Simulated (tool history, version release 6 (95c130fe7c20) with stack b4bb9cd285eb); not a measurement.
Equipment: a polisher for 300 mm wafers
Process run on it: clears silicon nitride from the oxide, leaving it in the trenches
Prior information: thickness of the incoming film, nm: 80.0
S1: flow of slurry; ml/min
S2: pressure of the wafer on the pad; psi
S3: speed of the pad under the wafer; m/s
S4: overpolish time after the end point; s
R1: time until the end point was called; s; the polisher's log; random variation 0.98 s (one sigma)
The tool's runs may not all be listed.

Run 1, day 0: S1 125 ml/min, S2 3.4 psi, S3 1.08 m/s, S4 34 s. Result: R1 62.561 s.
Run 2, day 0.217: S1 125 ml/min, S2 3.4 psi, S3 1.08 m/s, S4 34 s. Result: R1 63.835 s.
Run 3, day 0.279: S1 120 ml/min, S2 3.2 psi, S3 1.08 m/s, S4 34 s. Result: R1 68.551 s.
Run 4, day 0.596: S1 120 ml/min, S2 3.2 psi, S3 1.08 m/s, S4 36 s. Result: R1 68.851 s.
Run 5, day 0.883: S1 120 ml/min, S2 3.2 psi, S3 1.18 m/s, S4 36 s. Result: R1 63.249 s.
Run 6, day 0.975: S1 145 ml/min, S2 3.2 psi, S3 1.18 m/s, S4 36 s. Result: R1 60.789 s.
Run 7, day 1.038: S1 145 ml/min, S2 3 psi, S3 1.18 m/s, S4 36 s. Result: R1 64.445 s.

Run 8 has not been measured yet. What should we expect?
Run 8, day 1.383: S1 140 ml/min, S2 2.9 psi, S3 1.18 m/s, S4 36 s. Result: R1 ?.

For run 8 the tool returned R1 67.048 s.
